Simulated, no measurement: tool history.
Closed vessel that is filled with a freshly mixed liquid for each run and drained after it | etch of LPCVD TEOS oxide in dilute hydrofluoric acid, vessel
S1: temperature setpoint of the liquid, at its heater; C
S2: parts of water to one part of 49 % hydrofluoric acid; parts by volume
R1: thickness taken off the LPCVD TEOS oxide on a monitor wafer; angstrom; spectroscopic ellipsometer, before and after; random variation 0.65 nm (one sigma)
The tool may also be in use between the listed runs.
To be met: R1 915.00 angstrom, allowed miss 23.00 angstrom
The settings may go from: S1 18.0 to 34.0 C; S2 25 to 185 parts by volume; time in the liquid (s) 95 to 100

run 1 hour=0.0 | S1=26.0 S2=105 time_in_the_liquid_(s)=95 | R1=345.19
run 2 hour=2.4 | S1=26.0 S2=90 time_in_the_liquid_(s)=95 | R1=409.41
run 3 hour=3.5 | S1=27.0 S2=80 time_in_the_liquid_(s)=95 | R1=485.61
run 4 hour=4.7 | S1=30.5 S2=80 time_in_the_liquid_(s)=95 | R1=556.13
run 5 hour=6.1 | S1=30.5 S2=110 time_in_the_liquid_(s)=95 | R1=383.30
run 6 hour=11.7 | S1=29.0 S2=110 time_in_the_liquid_(s)=95 | R1=364.53
run 7 hour=15.8 | S1=30.0 S2=100 time_in_the_liquid_(s)=95 | R1=424.72
run 8 hour=19.8 | S1=30.5 S2=90 time_in_the_liquid_(s)=95 | R1=479.02
run 9 hour=25.5 | S1=31.0 S2=80 time_in_the_liquid_(s)=95 | R1=559.37
run 10 hour=26.7 | S1=31.5 S2=75 time_in_the_liquid_(s)=95 | R1=623.01
run 11 hour=32.8 | S1=31.5 S2=75 time_in_the_liquid_(s)=95 | R1=609.02
run 12 hour=34.5 | S1=32.0 S2=70 time_in_the_liquid_(s)=95 | R1=680.18
run 13 hour=40.1 | S1=34.0 S2=50 time_in_the_liquid_(s)=95 | R1=1070.30
run 14 hour=49.1 | S1=31.5 S2=50 time_in_the_liquid_(s)=95 | R1=965.96

Which of these 5 next moves meets every target?
run A hour=58.1 | S1=30.5 S2=50 time_in_the_liquid_(s)=100 | R1=?
run B hour=58.1 | S1=30.0 S2=45 time_in_the_liquid_(s)=100 | R1=?
run C hour=58.1 | S1=32.0 S2=50 time_in_the_liquid_(s)=100 | R1=?
run D hour=58.1 | S1=31.5 S2=55 time_in_the_liquid_(s)=95 | R1=?
run E hour=58.1 | S1=30.0 S2=50 time_in_the_liquid_(s)=95 | R1=?

move=A R1=982.51
move=B R1=1078.80
move=C R1=1041.50
move=D R1=875.24
move=E R1=915.29
A: further off than the last run
B: further off than the last run
C: further off than the last run
D: takes the result that was furthest off past its target
E: meets every target
Answer: E

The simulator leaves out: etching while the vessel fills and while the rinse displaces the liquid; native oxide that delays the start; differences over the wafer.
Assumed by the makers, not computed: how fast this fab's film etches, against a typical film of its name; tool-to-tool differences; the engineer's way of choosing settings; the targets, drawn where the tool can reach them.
